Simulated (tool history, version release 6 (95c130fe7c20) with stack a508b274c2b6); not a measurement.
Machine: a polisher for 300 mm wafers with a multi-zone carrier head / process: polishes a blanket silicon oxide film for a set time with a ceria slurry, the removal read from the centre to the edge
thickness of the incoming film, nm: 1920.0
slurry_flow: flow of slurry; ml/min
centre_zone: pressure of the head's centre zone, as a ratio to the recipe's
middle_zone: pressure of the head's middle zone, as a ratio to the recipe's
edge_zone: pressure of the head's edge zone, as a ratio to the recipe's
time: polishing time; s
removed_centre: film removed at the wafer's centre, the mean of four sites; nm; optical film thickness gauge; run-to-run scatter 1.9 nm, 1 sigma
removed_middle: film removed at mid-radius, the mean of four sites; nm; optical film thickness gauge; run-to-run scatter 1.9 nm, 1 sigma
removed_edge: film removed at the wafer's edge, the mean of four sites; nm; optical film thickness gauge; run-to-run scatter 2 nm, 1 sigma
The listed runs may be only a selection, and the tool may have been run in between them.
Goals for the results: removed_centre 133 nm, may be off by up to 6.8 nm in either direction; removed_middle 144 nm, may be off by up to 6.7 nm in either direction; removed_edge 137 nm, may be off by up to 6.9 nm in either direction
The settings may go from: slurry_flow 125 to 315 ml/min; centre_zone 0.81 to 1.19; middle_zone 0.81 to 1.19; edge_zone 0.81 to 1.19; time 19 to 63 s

run  hour  slurry_flow  centre_zone  middle_zone  edge_zone  time  removed_centre  removed_middle  removed_edge
  1     0          205            1            1          1    41          111.18          110.09           112
  2   6.7          205            1            1          1    34          92.482          91.641        92.525
  3  11.5          205            1         0.94          1    34           92.78          85.423         93.62
  4  12.8          205            1         0.94       1.04    34          90.575          86.811        93.986
  5  16.3          205            1         1.01       1.04    34          93.049          92.265         93.03
  6    23          205            1         1.01       1.08    34          91.988          94.191        94.702
  7  24.6          205            1         1.01       1.08    34          92.855          91.327        95.047
  8  32.8          205            1         1.01       1.08    34           93.04          92.922        95.581

Consider the 5 candidate settings below. Which is the only one whose results all fall within their allowed miss of target?
  A    41          180         0.99          1.1       1.03    50               ?               ?             ?
  B    41          200         0.99         0.81       1.05    27               ?               ?             ?
  C    41          185         1.09         1.04       1.11    39               ?               ?             ?
  D    41          170         0.89         1.18       1.19    56               ?               ?             ?
  E    41          195         0.81         0.85       1.19    55               ?               ?             ?

move  removed_centre  removed_middle  removed_edge
   A          128.51          142.93        135.02
   B          70.533          60.737        74.547
   C          110.95          106.68        108.44
   D          127.97           168.5        157.67
   E          116.89          128.32        158.08
A: every result lands within tolerance
B: the biggest miss grows against the last run
C: better than the last run, though not everything is in spec
D: takes the biggest miss from the last run beyond its target
E: better than the last run, though not everything is in spec
A meets every target.
